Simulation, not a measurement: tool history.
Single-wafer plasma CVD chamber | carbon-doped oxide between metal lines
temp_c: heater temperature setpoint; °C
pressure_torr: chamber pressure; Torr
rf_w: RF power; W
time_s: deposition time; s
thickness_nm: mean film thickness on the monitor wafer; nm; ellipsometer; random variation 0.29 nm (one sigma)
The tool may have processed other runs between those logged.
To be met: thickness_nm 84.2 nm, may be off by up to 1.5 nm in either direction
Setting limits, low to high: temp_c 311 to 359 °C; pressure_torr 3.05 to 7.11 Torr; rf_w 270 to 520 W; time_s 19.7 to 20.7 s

run  hour  temp_c  pressure_torr  rf_w  time_s  thickness_nm
  1     0     335           5.08   395    20.7        91.891
  2   3.2     335           5.65   395    20.7        92.956
  3  11.5     331           5.65   395    20.7        94.234
  4  17.3     331           6.05   395    20.7        94.394
  5  19.5     321           6.05   395    20.7        99.435
  6  21.2     325           5.95   395    20.7        97.134
  7  29.7     337           4.93   385    20.7        88.398
  8  38.5     338           4.88   385    20.7        88.224
  9  43.6     339           4.84   385    20.7        87.395
 10  52.2     340           4.81   385    20.7        87.486
 11  54.3     341           4.77   385    20.7         86.35
 12  60.3     342           4.75   385    20.7        86.413
 13  66.6     343           4.73   385    20.7        85.883
 14  68.7     343           4.71   385    20.7        86.341

Of the 5 settings listed for the next run, only one would bring every result within its allowed miss of target. Which one?
  A  70.8     348           4.35   405    20.7             ?
  B  70.8     343           6.05   380      20             ?
  C  70.8     348           3.89   435    20.2             ?
  D  70.8     320           4.46   370    20.7             ?
  E  70.8     343           4.81   390    20.7             ?

move  thickness_nm
   A        87.837
   B        84.792
   C        90.365
   D        89.739
   E        87.386
A: further off than the last run
B: all results in spec
C: further off than the last run
D: further off than the last run
E: further off than the last run
B meets every target.

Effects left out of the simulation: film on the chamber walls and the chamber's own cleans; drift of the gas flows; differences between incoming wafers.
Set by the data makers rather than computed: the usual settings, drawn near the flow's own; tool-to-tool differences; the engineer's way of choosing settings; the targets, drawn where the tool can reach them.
